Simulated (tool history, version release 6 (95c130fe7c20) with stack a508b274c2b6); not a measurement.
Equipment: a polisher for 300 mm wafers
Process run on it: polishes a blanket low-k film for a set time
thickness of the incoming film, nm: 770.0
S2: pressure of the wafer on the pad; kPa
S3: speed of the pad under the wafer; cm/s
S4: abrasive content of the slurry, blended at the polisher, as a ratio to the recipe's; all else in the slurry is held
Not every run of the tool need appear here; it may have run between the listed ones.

run 1 hour=0.0 | flow_of_slurry_(ml/min)=270 S2=15.9 S3=84 S4=1.0 polishing_time_(s)=39 | film_removed_(Å)=184.50
run 2 hour=2.3 | flow_of_slurry_(ml/min)=270 S2=15.9 S3=104 S4=1.0 polishing_time_(s)=39 | film_removed_(Å)=208.85
run 3 hour=7.6 | flow_of_slurry_(ml/min)=270 S2=14.5 S3=104 S4=1.0 polishing_time_(s)=39 | film_removed_(Å)=197.84
run 4 hour=16.5 | flow_of_slurry_(ml/min)=270 S2=14.5 S3=104 S4=1.2 polishing_time_(s)=39 | film_removed_(Å)=210.55
run 5 hour=25.1 | flow_of_slurry_(ml/min)=270 S2=13.1 S3=104 S4=1.2 polishing_time_(s)=39 | film_removed_(Å)=195.99
run 6 hour=28.6 | flow_of_slurry_(ml/min)=270 S2=11.7 S3=104 S4=1.2 polishing_time_(s)=39 | film_removed_(Å)=178.27
run 7 hour=33.9 | flow_of_slurry_(ml/min)=270 S2=11.0 S3=104 S4=1.2 polishing_time_(s)=39 | film_removed_(Å)=170.75
run 8 hour=41.5 | flow_of_slurry_(ml/min)=270 S2=11.0 S3=104 S4=1.2 polishing_time_(s)=39 | film_removed_(Å)=168.99
run 9 hour=47.0 | flow_of_slurry_(ml/min)=270 S2=10.3 S3=104 S4=1.2 polishing_time_(s)=39 | film_removed_(Å)=161.11
run 10 hour=51.2 | flow_of_slurry_(ml/min)=270 S2=9.7 S3=104 S4=1.2 polishing_time_(s)=39 | film_removed_(Å)=151.42

The next listed run, before its measurement:
run 11 hour=59.1 | flow_of_slurry_(ml/min)=270 S2=9.0 S3=104 S4=1.2 polishing_time_(s)=39 | film_removed_(Å)=?

{"run 11": {"film removed (Å)": 145.41}}

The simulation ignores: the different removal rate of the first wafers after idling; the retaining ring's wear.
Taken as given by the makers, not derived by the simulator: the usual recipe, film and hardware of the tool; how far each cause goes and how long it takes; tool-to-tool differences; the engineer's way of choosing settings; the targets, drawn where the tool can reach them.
